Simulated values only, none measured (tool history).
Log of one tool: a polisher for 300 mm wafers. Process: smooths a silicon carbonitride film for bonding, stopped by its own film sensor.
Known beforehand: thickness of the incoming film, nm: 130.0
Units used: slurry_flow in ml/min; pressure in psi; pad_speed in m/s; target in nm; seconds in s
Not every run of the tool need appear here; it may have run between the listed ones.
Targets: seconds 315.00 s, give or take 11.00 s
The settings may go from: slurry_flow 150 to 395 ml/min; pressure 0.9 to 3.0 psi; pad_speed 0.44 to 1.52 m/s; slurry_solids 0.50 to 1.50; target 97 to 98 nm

{"run": 1, "hour": 0.0, "slurry_flow": 250, "pressure": 1.9, "pad_speed": 0.98, "slurry_solids": 1.0, "target": 98, "seconds": 143.57}
{"run": 2, "hour": 1.7, "slurry_flow": 250, "pressure": 1.7, "pad_speed": 0.9, "slurry_solids": 1.0, "target": 98, "seconds": 164.5}
{"run": 3, "hour": 10.4, "slurry_flow": 250, "pressure": 1.7, "pad_speed": 0.9, "slurry_solids": 1.1, "target": 98, "seconds": 158.4}
{"run": 4, "hour": 13.7, "slurry_flow": 250, "pressure": 1.5, "pad_speed": 0.8, "slurry_solids": 1.1, "target": 98, "seconds": 192.9}
{"run": 5, "hour": 20.1, "slurry_flow": 250, "pressure": 1.4, "pad_speed": 0.76, "slurry_solids": 1.1, "target": 98, "seconds": 207.83}
{"run": 6, "hour": 25.3, "slurry_flow": 250, "pressure": 1.4, "pad_speed": 0.76, "slurry_solids": 0.9, "target": 98, "seconds": 228.7}
{"run": 7, "hour": 30.7, "slurry_flow": 250, "pressure": 1.3, "pad_speed": 0.74, "slurry_solids": 0.9, "target": 98, "seconds": 246.91}
{"run": 8, "hour": 32.3, "slurry_flow": 250, "pressure": 1.2, "pad_speed": 0.74, "slurry_solids": 0.9, "target": 98, "seconds": 266.6}
{"run": 9, "hour": 35.5, "slurry_flow": 245, "pressure": 0.9, "pad_speed": 0.74, "slurry_solids": 0.9, "target": 98, "seconds": 335.76}

Which single option among these 5 for the next run brings every result within its allowed miss of target? Just one does.
{"run": "A", "hour": 38.7, "slurry_flow": 240, "pressure": 0.9, "pad_speed": 0.84, "slurry_solids": 0.85, "target": 97, "seconds": "?"}
{"run": "B", "hour": 38.7, "slurry_flow": 230, "pressure": 0.9, "pad_speed": 0.64, "slurry_solids": 0.95, "target": 97, "seconds": "?"}
{"run": "C", "hour": 38.7, "slurry_flow": 395, "pressure": 1.0, "pad_speed": 0.82, "slurry_solids": 0.75, "target": 97, "seconds": "?"}
{"run": "D", "hour": 38.7, "slurry_flow": 230, "pressure": 1.4, "pad_speed": 0.56, "slurry_solids": 0.75, "target": 98, "seconds": "?"}
{"run": "E", "hour": 38.7, "slurry_flow": 300, "pressure": 0.9, "pad_speed": 0.6, "slurry_solids": 1.0, "target": 97, "seconds": "?"}

move=A seconds=333.20
move=B seconds=367.30
move=C seconds=316.80
move=D seconds=298.70
move=E seconds=359.67
A: moves toward the targets from the last run without getting all of them in spec
B: further off than the last run
C: all results in spec
D: the result that was furthest off in the last run now lies on the other side of its target
E: further off than the last run
The move that meets every target is C.
